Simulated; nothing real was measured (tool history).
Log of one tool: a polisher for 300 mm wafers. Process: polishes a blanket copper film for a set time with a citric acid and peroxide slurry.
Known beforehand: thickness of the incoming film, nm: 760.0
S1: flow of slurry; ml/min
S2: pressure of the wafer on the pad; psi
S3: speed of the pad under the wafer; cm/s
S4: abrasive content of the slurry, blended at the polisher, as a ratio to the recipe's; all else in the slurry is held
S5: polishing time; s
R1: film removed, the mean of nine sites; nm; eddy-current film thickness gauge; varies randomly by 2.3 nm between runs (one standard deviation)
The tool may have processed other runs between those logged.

run 1 hour=0.0 | S1=210 S2=3.9 S3=100 S4=1.00 S5=58 | R1=183.27
run 2 hour=7.0 | S1=210 S2=3.9 S3=120 S4=1.00 S5=58 | R1=221.72
run 3 hour=15.3 | S1=210 S2=3.9 S3=120 S4=1.00 S5=58 | R1=221.86
run 4 hour=21.7 | S1=210 S2=3.9 S3=120 S4=0.85 S5=58 | R1=210.90
run 5 hour=27.6 | S1=210 S2=4.9 S3=120 S4=0.85 S5=58 | R1=267.40
run 6 hour=30.7 | S1=210 S2=4.5 S3=120 S4=0.85 S5=58 | R1=245.30
run 7 hour=39.7 | S1=215 S2=4.7 S3=120 S4=0.85 S5=58 | R1=255.20

What will run 8 give?
run 8 hour=40.7 | S1=215 S2=4.9 S3=122 S4=0.85 S5=58 | R1=?

{"run 8": {"R1": 268.36}}

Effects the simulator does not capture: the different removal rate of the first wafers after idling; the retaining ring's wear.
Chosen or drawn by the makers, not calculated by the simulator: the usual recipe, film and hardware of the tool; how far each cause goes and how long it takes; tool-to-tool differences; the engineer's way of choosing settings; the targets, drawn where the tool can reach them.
